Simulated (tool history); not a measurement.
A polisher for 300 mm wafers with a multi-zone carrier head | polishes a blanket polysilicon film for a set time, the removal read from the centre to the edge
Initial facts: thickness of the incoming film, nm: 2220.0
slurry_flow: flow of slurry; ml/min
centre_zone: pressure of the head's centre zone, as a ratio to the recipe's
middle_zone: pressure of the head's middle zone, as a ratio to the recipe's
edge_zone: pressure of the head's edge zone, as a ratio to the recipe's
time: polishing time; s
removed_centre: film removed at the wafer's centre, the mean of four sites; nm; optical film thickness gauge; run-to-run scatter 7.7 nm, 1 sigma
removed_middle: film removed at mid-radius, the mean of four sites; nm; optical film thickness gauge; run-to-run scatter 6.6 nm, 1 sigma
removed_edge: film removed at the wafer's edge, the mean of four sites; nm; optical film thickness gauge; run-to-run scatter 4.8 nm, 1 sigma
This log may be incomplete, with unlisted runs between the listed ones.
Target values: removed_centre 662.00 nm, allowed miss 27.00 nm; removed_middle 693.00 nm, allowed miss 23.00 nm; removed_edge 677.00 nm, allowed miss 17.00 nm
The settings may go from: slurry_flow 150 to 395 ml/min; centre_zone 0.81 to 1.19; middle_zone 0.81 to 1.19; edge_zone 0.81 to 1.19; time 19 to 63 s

run,day,slurry_flow,centre_zone,middle_zone,edge_zone,time,removed_centre,removed_middle,removed_edge
1,0.000,250,1.00,1.00,1.00,41,519.40,516.58,512.12
2,0.075,255,1.01,1.02,1.02,42,533.85,550.02,527.77
3,0.342,260,1.02,1.02,1.04,43,544.94,563.09,547.98
4,0.542,260,1.02,1.02,0.95,43,553.95,557.31,517.73
5,0.654,295,1.02,1.02,0.95,43,554.58,567.88,529.66
6,0.946,295,1.02,1.02,0.95,40,521.43,525.31,494.94
7,1.292,305,1.03,1.02,0.98,41,531.73,555.17,518.01
8,1.421,310,1.05,1.02,1.01,42,555.54,564.07,530.79
9,1.554,310,1.05,1.02,1.03,43,581.98,567.96,548.00
10,1.821,315,1.04,1.03,1.05,44,576.54,593.27,569.54
11,2.083,320,1.04,1.03,1.07,45,603.80,608.63,584.55
12,2.271,320,1.03,1.03,1.08,46,601.49,616.91,601.36
13,2.638,320,1.03,1.03,1.09,47,633.14,636.00,612.61
14,2.746,320,1.02,1.03,1.10,48,634.91,641.71,644.45
15,3.071,320,1.02,1.04,1.11,48,632.30,665.55,633.39

Next run, 5 choices. One meets every target within its allowed miss, the rest don't. Which?
A,3.396,390,0.95,1.02,1.10,47,?,?,?
B,3.396,355,0.87,1.04,1.16,50,?,?,?
C,3.396,360,0.88,1.05,1.16,50,?,?,?
D,3.396,300,1.04,1.08,1.16,50,?,?,?
E,3.396,305,1.02,0.98,1.12,51,?,?,?

move,removed_centre,removed_middle,removed_edge
A,599.83,634.54,624.36
B,594.04,681.30,678.44
C,599.72,687.64,678.95
D,665.58,692.42,670.17
E,669.86,651.56,673.07
A: misses by more than the last run did
B: brings the result that was furthest off to its target, and leaves another outside
C: brings the result that was furthest off to its target, and leaves another outside
D: every result lands within tolerance
E: brings the result that was furthest off to its target, and leaves another outside
The move that meets every target is D.
